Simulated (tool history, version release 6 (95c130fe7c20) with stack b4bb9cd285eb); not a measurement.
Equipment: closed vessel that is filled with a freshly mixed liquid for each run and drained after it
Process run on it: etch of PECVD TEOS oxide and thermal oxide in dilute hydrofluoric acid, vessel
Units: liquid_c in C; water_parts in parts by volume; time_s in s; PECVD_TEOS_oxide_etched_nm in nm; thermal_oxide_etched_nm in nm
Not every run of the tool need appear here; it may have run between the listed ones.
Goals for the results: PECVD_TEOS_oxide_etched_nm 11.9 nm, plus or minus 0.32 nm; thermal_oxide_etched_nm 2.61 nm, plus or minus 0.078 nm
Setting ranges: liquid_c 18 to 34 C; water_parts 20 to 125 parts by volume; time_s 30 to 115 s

{"run": 1, "hour": 0.0, "liquid_c": 26, "water_parts": 70, "time_s": 60, "PECVD_TEOS_oxide_etched_nm": 20.472, "thermal_oxide_etched_nm": 4.4266}
{"run": 2, "hour": 6.7, "liquid_c": 29.5, "water_parts": 70, "time_s": 60, "PECVD_TEOS_oxide_etched_nm": 23.54, "thermal_oxide_etched_nm": 5.1876}
{"run": 3, "hour": 12.4, "liquid_c": 26, "water_parts": 70, "time_s": 60, "PECVD_TEOS_oxide_etched_nm": 20.486, "thermal_oxide_etched_nm": 4.5073}
{"run": 4, "hour": 16.1, "liquid_c": 23.5, "water_parts": 70, "time_s": 60, "PECVD_TEOS_oxide_etched_nm": 18.281, "thermal_oxide_etched_nm": 4.0701}
{"run": 5, "hour": 24.6, "liquid_c": 22.5, "water_parts": 75, "time_s": 60, "PECVD_TEOS_oxide_etched_nm": 16.411, "thermal_oxide_etched_nm": 3.6487}
{"run": 6, "hour": 30.1, "liquid_c": 21.5, "water_parts": 80, "time_s": 60, "PECVD_TEOS_oxide_etched_nm": 14.598, "thermal_oxide_etched_nm": 3.26}
{"hour": 37.0, "done": "thermometer replaced"}
{"run": 7, "hour": 37.0, "liquid_c": 21, "water_parts": 80, "time_s": 60, "PECVD_TEOS_oxide_etched_nm": 14.908, "thermal_oxide_etched_nm": 3.3447}
{"run": 8, "hour": 45.3, "liquid_c": 20.5, "water_parts": 85, "time_s": 60, "PECVD_TEOS_oxide_etched_nm": 13.813, "thermal_oxide_etched_nm": 3.0045}
{"run": 9, "hour": 52.8, "liquid_c": 20, "water_parts": 85, "time_s": 60, "PECVD_TEOS_oxide_etched_nm": 13.412, "thermal_oxide_etched_nm": 2.94}
{"run": 10, "hour": 61.7, "liquid_c": 19.5, "water_parts": 85, "time_s": 60, "PECVD_TEOS_oxide_etched_nm": 13.24, "thermal_oxide_etched_nm": 2.8628}
{"run": 11, "hour": 65.7, "liquid_c": 19, "water_parts": 85, "time_s": 60, "PECVD_TEOS_oxide_etched_nm": 13.046, "thermal_oxide_etched_nm": 2.8776}

Pick the move, out of 4, that brings all results within their allowed miss; only one does.
{"run": "A", "hour": 69.7, "liquid_c": 18, "water_parts": 95, "time_s": 60, "PECVD_TEOS_oxide_etched_nm": "?", "thermal_oxide_etched_nm": "?"}
{"run": "B", "hour": 69.7, "liquid_c": 21, "water_parts": 115, "time_s": 85, "PECVD_TEOS_oxide_etched_nm": "?", "thermal_oxide_etched_nm": "?"}
{"run": "C", "hour": 69.7, "liquid_c": 18, "water_parts": 65, "time_s": 40, "PECVD_TEOS_oxide_etched_nm": "?", "thermal_oxide_etched_nm": "?"}
{"run": "D", "hour": 69.7, "liquid_c": 18.5, "water_parts": 110, "time_s": 75, "PECVD_TEOS_oxide_etched_nm": "?", "thermal_oxide_etched_nm": "?"}

move=A PECVD_TEOS_oxide_etched_nm=11.069 thermal_oxide_etched_nm=2.4169
move=B PECVD_TEOS_oxide_etched_nm=14.337 thermal_oxide_etched_nm=3.1306
move=C PECVD_TEOS_oxide_etched_nm=11.146 thermal_oxide_etched_nm=2.4338
move=D PECVD_TEOS_oxide_etched_nm=12.007 thermal_oxide_etched_nm=2.6218
A: carries the result that was furthest off beyond its target, to the other side
B: lands further from the targets than the last run did
C: carries the result that was furthest off beyond its target, to the other side
D: each result inside its tolerance
D meets every target.
